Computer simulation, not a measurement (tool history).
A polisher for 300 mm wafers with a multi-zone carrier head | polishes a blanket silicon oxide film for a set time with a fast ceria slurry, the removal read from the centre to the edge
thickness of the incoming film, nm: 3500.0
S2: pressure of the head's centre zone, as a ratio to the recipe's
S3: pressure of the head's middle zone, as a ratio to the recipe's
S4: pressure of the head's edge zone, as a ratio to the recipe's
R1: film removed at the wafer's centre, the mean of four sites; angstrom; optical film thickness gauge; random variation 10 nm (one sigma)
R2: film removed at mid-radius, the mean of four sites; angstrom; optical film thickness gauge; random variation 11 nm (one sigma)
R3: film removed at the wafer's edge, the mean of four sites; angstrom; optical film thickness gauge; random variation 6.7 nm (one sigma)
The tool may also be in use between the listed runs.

run 1 hour=0.0 | flow_of_slurry_(ml/min)=145 S2=1.00 S3=1.00 S4=1.00 polishing_time_(s)=50 | R1=7015.6 R2=6279.5 R3=6367.4
run 2 hour=6.6 | flow_of_slurry_(ml/min)=155 S2=1.01 S3=1.03 S4=1.01 polishing_time_(s)=50 | R1=7199.6 R2=6556.2 R3=6512.3
run 3 hour=14.8 | flow_of_slurry_(ml/min)=165 S2=1.02 S3=1.05 S4=1.01 polishing_time_(s)=50 | R1=7416.1 R2=6690.7 R3=6457.3
run 4 hour=23.7 | flow_of_slurry_(ml/min)=165 S2=1.02 S3=0.98 S4=1.01 polishing_time_(s)=50 | R1=7325.0 R2=6356.8 R3=6556.5
run 5 hour=28.3 | flow_of_slurry_(ml/min)=170 S2=1.02 S3=1.01 S4=1.01 polishing_time_(s)=50 | R1=7298.1 R2=6470.9 R3=6526.6
-- hour=31.1 centre zone pressure recalibrated
run 6 hour=31.1 | flow_of_slurry_(ml/min)=170 S2=1.03 S3=1.04 S4=1.02 polishing_time_(s)=51 | R1=6873.8 R2=6821.7 R3=6734.3

Run 7 comes next. What will it give?
run 7 hour=33.6 | flow_of_slurry_(ml/min)=170 S2=1.03 S3=1.05 S4=1.00 polishing_time_(s)=52 | R1=? R2=? R3=?

Run 7 gave R1 6868.8 angstrom, R2 7067.5 angstrom, R3 6702.1 angstrom.

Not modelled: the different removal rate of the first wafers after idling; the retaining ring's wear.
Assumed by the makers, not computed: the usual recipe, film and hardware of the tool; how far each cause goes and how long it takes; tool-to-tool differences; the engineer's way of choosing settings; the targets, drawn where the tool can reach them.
